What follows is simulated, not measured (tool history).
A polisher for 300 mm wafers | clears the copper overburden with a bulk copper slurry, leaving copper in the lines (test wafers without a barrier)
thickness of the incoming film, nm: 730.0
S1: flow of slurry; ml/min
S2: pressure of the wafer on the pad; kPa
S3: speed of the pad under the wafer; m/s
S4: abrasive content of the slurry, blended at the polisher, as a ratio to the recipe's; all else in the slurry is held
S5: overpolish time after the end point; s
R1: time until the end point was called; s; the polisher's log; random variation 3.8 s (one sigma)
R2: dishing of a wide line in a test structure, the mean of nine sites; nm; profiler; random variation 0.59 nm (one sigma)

| run | day | S1 | S2 | S3 | S4 | S5 | R1 | R2 |
|---|---|---|---|---|---|---|---|---|
| 1 | 0 | 215 | 11.7 | 1.08 | 1 | 15 | 154.94 | 53.87 |
| 2 | 0.217 | 185 | 11.7 | 1.08 | 1 | 15 | 158.51 | 52.906 |
| 3 | 0.275 | 185 | 13.8 | 1.08 | 1 | 15 | 135.67 | 59.356 |
| 4 | 0.396 | 165 | 13.8 | 1.08 | 1 | 15 | 136.13 | 58.24 |
| 5 | 0.662 | 165 | 11.7 | 1.02 | 1 | 17 | 169.04 | 54.261 |
| 6 | 0.704 | 165 | 10.3 | 1.02 | 1 | 17 | 186.13 | 49.463 |
| 7 | 0.75 | 165 | 9 | 0.96 | 1 | 19 | 233.02 | 45.883 |
| 8 | 1.058 | 165 | 8.3 | 0.96 | 1 | 20 | 248.17 | 43.619 |

Forecast run 9:
| 9 | 1.2 | 165 | 7.6 | 0.96 | 1 | 21 | ? | ? |

R1: 271.42 s
R2: 42.833 nm
